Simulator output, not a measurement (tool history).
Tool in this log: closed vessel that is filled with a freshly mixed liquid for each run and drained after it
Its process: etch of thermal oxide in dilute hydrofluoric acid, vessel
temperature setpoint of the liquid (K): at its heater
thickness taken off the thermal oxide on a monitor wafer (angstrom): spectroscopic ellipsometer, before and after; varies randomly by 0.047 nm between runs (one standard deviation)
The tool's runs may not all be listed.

run    day  temperature setpoint of the liquid (K)  parts of water to one part of 49 % hydrofluoric acid (parts by volume)  time in the liquid (s)  thickness taken off the thermal oxide on a monitor wafer (angstrom)
  1      0                                  294.15                                                                     180                     375                                                               69.822
  2  0.108                                  293.65                                                                     185                     375                                                               66.289
  3  0.138                                  293.15                                                                     190                     375                                                               61.595
  4  0.479                                  293.15                                                                     160                     375                                                               76.641
  5   0.65                                  293.15                                                                     160                     375                                                               76.766
  6  0.888                                  292.65                                                                     170                     375                                                               70.059

What does the tool deliver on the next run?
  7  1.004                                  292.15                                                                     175                     375                                                                    ?

{"run 7": {"thickness taken off the thermal oxide on a monitor wafer (angstrom)": 65.431}}
